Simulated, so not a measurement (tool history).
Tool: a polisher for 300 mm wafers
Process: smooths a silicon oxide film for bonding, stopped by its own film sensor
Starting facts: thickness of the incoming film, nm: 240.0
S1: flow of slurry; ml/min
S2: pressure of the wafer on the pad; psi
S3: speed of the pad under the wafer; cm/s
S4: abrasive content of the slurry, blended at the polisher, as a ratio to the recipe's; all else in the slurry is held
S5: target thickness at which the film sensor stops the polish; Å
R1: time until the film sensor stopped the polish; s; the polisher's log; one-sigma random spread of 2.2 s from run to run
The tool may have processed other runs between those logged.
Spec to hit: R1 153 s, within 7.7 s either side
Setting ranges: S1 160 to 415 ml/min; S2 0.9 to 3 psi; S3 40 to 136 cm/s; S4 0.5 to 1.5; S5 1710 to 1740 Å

run  hour   S1   S2  S3  S4    S5      R1
  1     0  265  1.9  88   1  1740  91.216
  2   0.5  265  2.2  88   1  1740  81.437
  3   6.3  265  1.8  84   1  1740  101.07
  4   8.4  265  1.6  82   1  1740  116.34
  5  16.1  265  1.6  98   1  1740  105.05
  6  21.3  265  1.6  84   1  1740  112.25
  7  25.2  265  1.6  84   1  1740  111.49
  8  31.5  265    1  80   1  1740  176.06
  9  33.6  265  1.1  80   1  1740  170.17

Which single option among these 4 for the next run brings every result within its allowed miss of target? Just one does.
  A  35.7  305  1.3  66  0.85  1740   ?
  B  35.7  300  1.2  80   0.8  1740   ?
  C  35.7  375  1.2  68  1.15  1740   ?
  D  35.7  235  1.4  84   0.9  1740   ?

move      R1
   A  181.55
   B  178.47
   C  156.67
   D  141.15
A: moves away from the targets compared with the last run
B: moves away from the targets compared with the last run
C: in spec on every target
D: pushes the last run's worst result past its target
The move that meets every target is C.

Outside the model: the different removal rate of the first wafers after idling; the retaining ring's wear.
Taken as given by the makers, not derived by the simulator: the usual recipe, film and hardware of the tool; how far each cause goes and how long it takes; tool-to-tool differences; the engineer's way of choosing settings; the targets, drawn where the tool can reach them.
